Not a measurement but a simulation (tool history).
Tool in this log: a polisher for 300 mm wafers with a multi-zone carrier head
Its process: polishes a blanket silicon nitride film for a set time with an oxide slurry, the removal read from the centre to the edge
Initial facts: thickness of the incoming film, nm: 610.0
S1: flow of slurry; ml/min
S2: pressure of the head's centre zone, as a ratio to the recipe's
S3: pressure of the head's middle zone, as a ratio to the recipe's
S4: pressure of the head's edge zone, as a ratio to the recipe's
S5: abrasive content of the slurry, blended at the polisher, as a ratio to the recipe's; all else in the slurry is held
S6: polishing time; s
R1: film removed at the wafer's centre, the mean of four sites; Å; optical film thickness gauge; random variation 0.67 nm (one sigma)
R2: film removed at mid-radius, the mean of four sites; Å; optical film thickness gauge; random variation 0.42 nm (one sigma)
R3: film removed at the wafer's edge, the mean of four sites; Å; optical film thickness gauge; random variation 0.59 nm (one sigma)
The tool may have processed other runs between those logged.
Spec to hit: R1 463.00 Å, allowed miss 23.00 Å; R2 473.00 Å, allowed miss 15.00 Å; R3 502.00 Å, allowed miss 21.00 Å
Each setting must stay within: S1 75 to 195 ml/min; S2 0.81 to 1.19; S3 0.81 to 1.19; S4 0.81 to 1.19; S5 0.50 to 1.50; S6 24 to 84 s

run  hour   S1    S2    S3    S4    S5  S6      R1      R2      R3
  1   0.0  125  1.00  1.00  1.00  1.00  54  554.42  576.87  584.81
  2   6.4  100  1.00  1.00  1.00  1.00  54  538.60  553.30  553.61
  3  11.6   95  0.98  0.97  0.99  0.95  54  515.87  528.02  546.10
  4  14.3   95  1.04  0.97  0.99  0.95  54  555.80  530.02  550.43
  5  18.9   95  1.11  0.97  0.99  0.95  54  576.11  527.92  552.43
  6  23.1   90  1.06  0.96  0.99  0.90  54  540.49  505.57  519.01
  7  24.2   90  1.02  0.95  1.01  0.90  54  507.55  505.08  542.09
  8  29.7   85  1.01  0.95  1.00  0.85  54  482.75  481.79  509.89
  9  38.7   85  1.00  0.95  1.00  0.85  54  495.58  479.89  509.56

Exercise: of the 5 proposed moves below, exactly one satisfies all targets within the stated allowed misses. Which move is it?
  A  47.7   80  0.97  0.89  1.06  1.35  48   ?   ?   ?
  B  47.7   85  0.99  0.98  1.04  0.80  52   ?   ?   ?
  C  47.7   75  1.04  0.92  0.84  0.75  60   ?   ?   ?
  D  47.7  135  1.02  0.84  0.85  0.75  56   ?   ?   ?
  E  47.7   75  1.14  0.92  0.90  0.75  58   ?   ?   ?

move      R1      R2      R3
   A  480.25  468.89  549.27
   B  452.74  467.59  497.70
   C  515.41  483.42  498.64
   D  552.81  480.94  514.56
   E  546.49  467.03  496.74
A: the worst result of the last run now meets its target, but another is out of spec
B: each result inside its tolerance
C: its largest miss is bigger than the last run's
D: its largest miss is bigger than the last run's
E: its largest miss is bigger than the last run's
Go with B: it meets all targets.
